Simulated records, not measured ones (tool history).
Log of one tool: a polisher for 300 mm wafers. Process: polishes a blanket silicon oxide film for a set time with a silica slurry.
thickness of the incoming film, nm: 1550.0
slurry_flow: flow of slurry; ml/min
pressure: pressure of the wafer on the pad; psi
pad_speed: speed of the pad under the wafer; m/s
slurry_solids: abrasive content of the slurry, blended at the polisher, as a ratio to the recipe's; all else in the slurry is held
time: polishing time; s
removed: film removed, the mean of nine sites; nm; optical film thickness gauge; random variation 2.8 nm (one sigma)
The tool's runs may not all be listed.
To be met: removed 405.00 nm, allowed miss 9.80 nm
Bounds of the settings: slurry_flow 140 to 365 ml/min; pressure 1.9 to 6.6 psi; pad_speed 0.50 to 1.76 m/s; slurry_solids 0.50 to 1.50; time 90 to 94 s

Run 1, hour 0.0: slurry_flow 235 ml/min, pressure 4.2 psi, pad_speed 1.12 m/s, slurry_solids 1.00, time 90 s. Result: removed 273.01 nm.
Run 2, hour 8.6: slurry_flow 240 ml/min, pressure 4.4 psi, pad_speed 1.12 m/s, slurry_solids 1.00, time 90 s. Result: removed 290.46 nm.
Run 3, hour 15.5: slurry_flow 245 ml/min, pressure 4.5 psi, pad_speed 1.12 m/s, slurry_solids 1.00, time 90 s. Result: removed 290.04 nm.
Run 4, hour 23.2: slurry_flow 245 ml/min, pressure 4.0 psi, pad_speed 1.12 m/s, slurry_solids 1.00, time 90 s. Result: removed 265.77 nm.
Run 5, hour 26.9: slurry_flow 250 ml/min, pressure 4.2 psi, pad_speed 1.12 m/s, slurry_solids 1.00, time 90 s. Result: removed 275.42 nm.
Run 6, hour 32.0: slurry_flow 250 ml/min, pressure 4.4 psi, pad_speed 1.12 m/s, slurry_solids 1.00, time 90 s. Result: removed 286.28 nm.
Run 7, hour 35.1: slurry_flow 250 ml/min, pressure 4.6 psi, pad_speed 1.12 m/s, slurry_solids 1.00, time 90 s. Result: removed 304.79 nm.
Run 8, hour 41.3: slurry_flow 255 ml/min, pressure 4.7 psi, pad_speed 1.12 m/s, slurry_solids 1.00, time 90 s. Result: removed 309.25 nm.
Run 9, hour 45.3: slurry_flow 255 ml/min, pressure 4.7 psi, pad_speed 1.12 m/s, slurry_solids 1.00, time 90 s. Result: removed 308.45 nm.
Run 10, hour 52.5: slurry_flow 255 ml/min, pressure 4.8 psi, pad_speed 1.12 m/s, slurry_solids 1.00, time 90 s. Result: removed 313.73 nm.

Which of these 5 next moves meets every target?
Run A, hour 59.7: slurry_flow 265 ml/min, pressure 4.0 psi, pad_speed 1.08 m/s, slurry_solids 0.90, time 94 s. Result: removed ?.
Run B, hour 59.7: slurry_flow 240 ml/min, pressure 4.5 psi, pad_speed 1.44 m/s, slurry_solids 1.05, time 94 s. Result: removed ?.
Run C, hour 59.7: slurry_flow 245 ml/min, pressure 5.8 psi, pad_speed 1.04 m/s, slurry_solids 1.15, time 94 s. Result: removed ?.
Run D, hour 59.7: slurry_flow 315 ml/min, pressure 5.5 psi, pad_speed 1.32 m/s, slurry_solids 1.00, time 91 s. Result: removed ?.
Run E, hour 59.7: slurry_flow 270 ml/min, pressure 5.9 psi, pad_speed 1.24 m/s, slurry_solids 0.80, time 93 s. Result: removed ?.

move  removed
   A   261.27
   B   381.41
   C   386.70
   D   422.07
   E   409.03
A: further off than the last run
B: nearer than the last run, and not there yet
C: nearer than the last run, and not there yet
D: takes the result that was furthest off past its target
E: meets every target
Move E is the one to make.
